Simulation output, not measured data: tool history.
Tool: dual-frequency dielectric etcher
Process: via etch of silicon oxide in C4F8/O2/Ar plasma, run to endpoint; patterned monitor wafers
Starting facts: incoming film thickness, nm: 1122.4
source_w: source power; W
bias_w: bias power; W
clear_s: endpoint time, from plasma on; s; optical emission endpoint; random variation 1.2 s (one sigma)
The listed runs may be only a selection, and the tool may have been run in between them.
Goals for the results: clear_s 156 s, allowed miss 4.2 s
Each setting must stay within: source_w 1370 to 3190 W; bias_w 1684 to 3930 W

run	day	source_w	bias_w	clear_s
1	0	2280	2807	172.47
2	0.112	2020	2807	180.13
3	0.475	2090	2841	178.69
4	0.821	1870	2841	186.81
5	0.958	2180	2841	174.51
6	1.062	2580	2841	163.95
7	1.125	2610	2853	165.41
8	1.192	2640	2874	165.44
9	1.525	2680	2899	162.83
10	1.704	2700	2914	162.28
11	1.754	2720	2928	161.85
12	1.825	2740	2942	160.74

Exercise: of the 5 proposed moves below, exactly one satisfies all targets within the stated allowed misses. Which move is it?
A	1.896	2730	2789	?
B	1.896	2440	2939	?
C	1.896	2820	3277	?
D	1.896	2490	3074	?
E	1.896	2490	2691	?

move	clear_s
A	162.44
B	167
C	154.14
D	163.91
E	169.45
A: misses by more than the last run did
B: misses by more than the last run did
C: every result within its allowed miss
D: misses by more than the last run did
E: misses by more than the last run did
C meets every target.
